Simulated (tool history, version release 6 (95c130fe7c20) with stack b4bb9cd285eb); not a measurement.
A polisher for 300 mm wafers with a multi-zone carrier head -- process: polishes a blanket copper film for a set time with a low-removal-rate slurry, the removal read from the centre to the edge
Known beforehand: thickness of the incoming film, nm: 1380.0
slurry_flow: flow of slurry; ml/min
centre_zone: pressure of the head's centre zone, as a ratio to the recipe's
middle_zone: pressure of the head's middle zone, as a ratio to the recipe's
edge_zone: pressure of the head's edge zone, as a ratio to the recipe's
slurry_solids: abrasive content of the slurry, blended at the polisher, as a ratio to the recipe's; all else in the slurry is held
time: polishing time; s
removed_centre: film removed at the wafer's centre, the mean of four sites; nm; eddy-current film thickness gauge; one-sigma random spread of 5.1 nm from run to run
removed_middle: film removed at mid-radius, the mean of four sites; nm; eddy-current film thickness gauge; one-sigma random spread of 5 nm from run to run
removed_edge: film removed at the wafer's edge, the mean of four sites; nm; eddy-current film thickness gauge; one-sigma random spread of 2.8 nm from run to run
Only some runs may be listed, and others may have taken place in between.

| run | day | slurry_flow | centre_zone | middle_zone | edge_zone | slurry_solids | time | removed_centre | removed_middle | removed_edge |
|---|---|---|---|---|---|---|---|---|---|---|
| 1 | 0 | 180 | 1 | 1 | 1 | 1 | 70 | 273.48 | 279.77 | 276.47 |
| 2 | 0.154 | 180 | 1 | 1.04 | 1 | 1 | 70 | 273.45 | 287.22 | 277.98 |
| 3 | 0.417 | 180 | 1 | 1.04 | 1 | 1 | 85 | 333.24 | 336.42 | 343.56 |
| 4 | 0.675 | 200 | 1.04 | 1.05 | 1.02 | 1.05 | 85 | 347.35 | 362.25 | 349.89 |
| 5 | 0.783 | 195 | 1.08 | 1.01 | 1.04 | 1.1 | 86 | 369.45 | 360.28 | 359.79 |
| 6 | 1.038 | 225 | 1.08 | 1.01 | 1.04 | 1.1 | 86 | 371.72 | 352.73 | 363.55 |
| 7 | 1.321 | 230 | 1.1 | 1.01 | 1.05 | 1.15 | 86 | 386.33 | 366 | 366.03 |
| 8 | 1.5 | 230 | 1.11 | 1 | 1.06 | 1.15 | 86 | 387.08 | 372.04 | 373.19 |

What does the tool deliver on the next run?
| 9 | 1.529 | 230 | 1.12 | 0.98 | 1.06 | 1.15 | 86 | ? | ? | ? |

{"run 9": {"removed_centre": 393, "removed_middle": 347.45, "removed_edge": 369.34}}
